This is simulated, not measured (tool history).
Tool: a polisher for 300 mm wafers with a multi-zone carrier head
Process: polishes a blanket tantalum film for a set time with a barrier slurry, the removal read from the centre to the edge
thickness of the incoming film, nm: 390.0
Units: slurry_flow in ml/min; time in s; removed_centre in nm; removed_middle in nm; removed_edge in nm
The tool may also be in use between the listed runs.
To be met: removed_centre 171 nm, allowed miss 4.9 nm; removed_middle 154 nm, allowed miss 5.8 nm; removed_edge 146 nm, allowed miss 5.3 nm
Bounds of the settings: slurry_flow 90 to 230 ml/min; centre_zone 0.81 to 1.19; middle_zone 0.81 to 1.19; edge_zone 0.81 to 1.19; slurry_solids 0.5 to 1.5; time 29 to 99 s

{"run": 1, "hour": 0.0, "slurry_flow": 150, "centre_zone": 1, "middle_zone": 1, "edge_zone": 1, "slurry_solids": 1, "time": 64, "removed_centre": 111.84, "removed_middle": 113.39, "removed_edge": 117.18}
{"run": 2, "hour": 6.3, "slurry_flow": 155, "centre_zone": 1.02, "middle_zone": 1.01, "edge_zone": 1.01, "slurry_solids": 1.05, "time": 64, "removed_centre": 116.2, "removed_middle": 117.75, "removed_edge": 119.39}
{"run": 3, "hour": 12.7, "slurry_flow": 155, "centre_zone": 1.02, "middle_zone": 1.06, "edge_zone": 1.01, "slurry_solids": 1.05, "time": 64, "removed_centre": 116.93, "removed_middle": 120.6, "removed_edge": 119.21}
{"run": 4, "hour": 19.5, "slurry_flow": 155, "centre_zone": 0.94, "middle_zone": 1.06, "edge_zone": 1.01, "slurry_solids": 1.05, "time": 64, "removed_centre": 105.35, "removed_middle": 120.46, "removed_edge": 118.79}
{"run": 5, "hour": 24.2, "slurry_flow": 160, "centre_zone": 0.97, "middle_zone": 1.07, "edge_zone": 1.02, "slurry_solids": 1.1, "time": 64, "removed_centre": 113.22, "removed_middle": 125.15, "removed_edge": 124.9}
{"hour": 25.3, "done": "slurry nozzle cleaned"}
{"run": 6, "hour": 25.3, "slurry_flow": 165, "centre_zone": 1, "middle_zone": 1.08, "edge_zone": 1.02, "slurry_solids": 1.1, "time": 64, "removed_centre": 131.8, "removed_middle": 138.47, "removed_edge": 130.82}
{"run": 7, "hour": 32.8, "slurry_flow": 205, "centre_zone": 1.04, "middle_zone": 0.98, "edge_zone": 1, "slurry_solids": 1.15, "time": 64, "removed_centre": 144.86, "removed_middle": 141.7, "removed_edge": 137.09}
{"run": 8, "hour": 35.3, "slurry_flow": 210, "centre_zone": 1.05, "middle_zone": 0.98, "edge_zone": 1, "slurry_solids": 1.15, "time": 64, "removed_centre": 145.7, "removed_middle": 138.23, "removed_edge": 132.28}

Which of these 5 next moves meets every target?
{"run": "A", "hour": 37.8, "slurry_flow": 195, "centre_zone": 1.04, "middle_zone": 0.87, "edge_zone": 0.81, "slurry_solids": 1.1, "time": 77, "removed_centre": "?", "removed_middle": "?", "removed_edge": "?"}
{"run": "B", "hour": 37.8, "slurry_flow": 230, "centre_zone": 1.07, "middle_zone": 1.01, "edge_zone": 0.94, "slurry_solids": 1.25, "time": 65, "removed_centre": "?", "removed_middle": "?", "removed_edge": "?"}
{"run": "C", "hour": 37.8, "slurry_flow": 105, "centre_zone": 0.82, "middle_zone": 0.81, "edge_zone": 1.17, "slurry_solids": 0.95, "time": 80, "removed_centre": "?", "removed_middle": "?", "removed_edge": "?"}
{"run": "D", "hour": 37.8, "slurry_flow": 225, "centre_zone": 0.97, "middle_zone": 1.06, "edge_zone": 1, "slurry_solids": 1.05, "time": 71, "removed_centre": "?", "removed_middle": "?", "removed_edge": "?"}
{"run": "E", "hour": 37.8, "slurry_flow": 230, "centre_zone": 1.19, "middle_zone": 1.19, "edge_zone": 0.81, "slurry_solids": 1.45, "time": 55, "removed_centre": "?", "removed_middle": "?", "removed_edge": "?"}

move=A removed_centre=168.78 removed_middle=151.12 removed_edge=144.64
move=B removed_centre=156.33 removed_middle=147.43 removed_edge=137.91
move=C removed_centre=112.69 removed_middle=124.85 removed_edge=154.08
move=D removed_centre=146.69 removed_middle=156.65 removed_edge=146.7
move=E removed_centre=152.57 removed_middle=142.86 removed_edge=113.15
A: meets every target
B: nearer than the last run, and not there yet
C: further off than the last run
D: as far off as the last run
E: further off than the last run
Answer: A
